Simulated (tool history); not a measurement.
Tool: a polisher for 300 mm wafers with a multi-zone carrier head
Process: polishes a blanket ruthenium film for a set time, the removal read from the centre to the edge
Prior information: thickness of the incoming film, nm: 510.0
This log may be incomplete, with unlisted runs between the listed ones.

| run | hour | flow of slurry (ml/min) | pressure of the head's centre zone | pressure of the head's middle zone | pressure of the head's edge zone | polishing time (s) | film removed at the wafer's centre (nm) | film removed at mid-radius (nm) | film removed at the wafer's edge (nm) |
|---|---|---|---|---|---|---|---|---|---|
| 1 | 0 | 200 | 1 | 1 | 1 | 41 | 56.163 | 55.238 | 56.54 |
| 2 | 4.8 | 200 | 1 | 1 | 1 | 49 | 66.673 | 66.603 | 66.837 |
| 3 | 13.2 | 170 | 1 | 1 | 1 | 49 | 64.981 | 64.83 | 65.474 |
| 4 | 20.7 | 170 | 1 | 1 | 0.93 | 49 | 65.208 | 64.932 | 63.567 |
|  | 21.7 | worn pad replaced by a new one |
| 5 | 21.7 | 170 | 1 | 1.06 | 0.93 | 49 | 68.601 | 70.089 | 66.575 |
| 6 | 29.8 | 210 | 1 | 1.06 | 0.93 | 49 | 70.243 | 72.796 | 66.882 |

What does the tool deliver on the next run?
| 7 | 33.4 | 185 | 1 | 1.05 | 1.01 | 51 | ? | ? | ? |

Run 7 yielded film removed at the wafer's centre (nm) 71.474, film removed at mid-radius (nm) 73.41, film removed at the wafer's edge (nm) 73.196.

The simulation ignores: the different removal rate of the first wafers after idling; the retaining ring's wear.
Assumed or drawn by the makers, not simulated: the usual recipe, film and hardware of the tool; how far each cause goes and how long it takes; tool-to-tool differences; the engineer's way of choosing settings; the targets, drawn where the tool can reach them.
